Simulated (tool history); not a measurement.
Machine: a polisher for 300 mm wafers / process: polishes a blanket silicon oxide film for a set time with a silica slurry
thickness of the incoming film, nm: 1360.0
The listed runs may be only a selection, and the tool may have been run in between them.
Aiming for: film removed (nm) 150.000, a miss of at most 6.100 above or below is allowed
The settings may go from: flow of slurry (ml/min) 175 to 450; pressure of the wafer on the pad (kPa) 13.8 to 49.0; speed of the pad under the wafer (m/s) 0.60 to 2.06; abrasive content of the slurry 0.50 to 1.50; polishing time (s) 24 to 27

run,hour,flow of slurry (ml/min),pressure of the wafer on the pad (kPa),speed of the pad under the wafer (m/s),abrasive content of the slurry,polishing time (s),film removed (nm)
1,0.0,290,31.0,1.32,1.00,27,99.096
2,8.5,290,34.5,1.34,1.00,27,110.800
3,15.9,290,37.2,1.34,1.00,27,120.300
4,17.2,290,33.1,1.34,1.00,27,108.270
5,22.7,220,33.1,1.34,1.00,27,102.330
6,31.7,250,33.1,1.34,1.00,27,105.960
7,34.3,250,36.5,1.36,1.00,27,117.330
8,36.1,255,38.6,1.36,1.00,27,124.180
9,44.2,260,40.0,1.36,1.00,27,125.530

5 candidate next runs follow, results not yet known. Just one meets every target within its allowed miss. Identify it.
A,52.3,275,39.3,1.56,1.25,26,?
B,52.3,240,46.2,1.52,0.90,25,?
C,52.3,295,39.3,1.24,1.00,24,?
D,52.3,245,49.0,1.34,0.85,26,?
E,52.3,230,38.6,1.82,1.15,27,?

move,film removed (nm)
A,148.930
B,138.830
C,106.830
D,136.220
E,160.010
A: hits every target within its allowed miss
B: closer than the last run, but not yet in spec
C: misses by more than the last run did
D: closer than the last run, but not yet in spec
E: carries the result that was furthest off beyond its target, to the other side
Correct choice: A, which meets every target

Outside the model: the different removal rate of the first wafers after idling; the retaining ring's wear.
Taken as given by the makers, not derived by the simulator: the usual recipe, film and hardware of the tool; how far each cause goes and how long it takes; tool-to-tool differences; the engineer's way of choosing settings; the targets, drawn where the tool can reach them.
